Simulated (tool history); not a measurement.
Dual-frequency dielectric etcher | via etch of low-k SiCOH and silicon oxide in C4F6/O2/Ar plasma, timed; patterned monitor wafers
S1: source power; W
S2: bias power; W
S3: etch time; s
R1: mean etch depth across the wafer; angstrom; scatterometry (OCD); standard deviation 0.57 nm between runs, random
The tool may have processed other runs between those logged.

Run 1, hour 0.0: S1 470 W, S2 185 W, S3 35.5 s. Result: R1 1023.60 angstrom.
Run 2, hour 5.9: S1 470 W, S2 160 W, S3 35.5 s. Result: R1 964.55 angstrom.
Run 3, hour 13.6: S1 450 W, S2 158 W, S3 35.5 s. Result: R1 930.65 angstrom.
Run 4, hour 15.8: S1 400 W, S2 158 W, S3 35.5 s. Result: R1 854.55 angstrom.
Run 5, hour 22.4: S1 410 W, S2 158 W, S3 35.5 s. Result: R1 875.05 angstrom.
Run 6, hour 31.1: S1 330 W, S2 158 W, S3 35.5 s. Result: R1 732.13 angstrom.
Run 7, hour 34.4: S1 360 W, S2 159 W, S3 35.5 s. Result: R1 794.49 angstrom.
Run 8, hour 40.0: S1 380 W, S2 160 W, S3 35.5 s. Result: R1 836.13 angstrom.

Run 9 has not been measured yet. What should we expect?
Run 9, hour 41.8: S1 390 W, S2 161 W, S3 35.5 s. Result: R1 ?.

Logged for run 9: R1 861.57 angstrom.

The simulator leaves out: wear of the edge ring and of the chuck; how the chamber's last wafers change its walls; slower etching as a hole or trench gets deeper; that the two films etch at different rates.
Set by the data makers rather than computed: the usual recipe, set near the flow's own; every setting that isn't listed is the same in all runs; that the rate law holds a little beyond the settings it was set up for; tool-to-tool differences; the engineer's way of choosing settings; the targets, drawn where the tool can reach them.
